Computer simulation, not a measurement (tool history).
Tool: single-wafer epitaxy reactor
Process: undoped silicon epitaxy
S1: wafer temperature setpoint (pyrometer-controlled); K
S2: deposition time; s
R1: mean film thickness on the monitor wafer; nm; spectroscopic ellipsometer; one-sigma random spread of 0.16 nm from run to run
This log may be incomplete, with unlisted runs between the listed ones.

run	day	S1	S2	R1
1	0	918.15	176	25.461
2	0.308	918.15	162	23.403
3	0.396	918.15	152	21.864
4	0.692	921.15	156	24.291
5	0.825	923.15	159	25.973
6	0.879	923.15	141	22.983

Estimate the outcome of run 7 from the log above:
7	1.238	925.15	145	?

R1: 24.781 nm
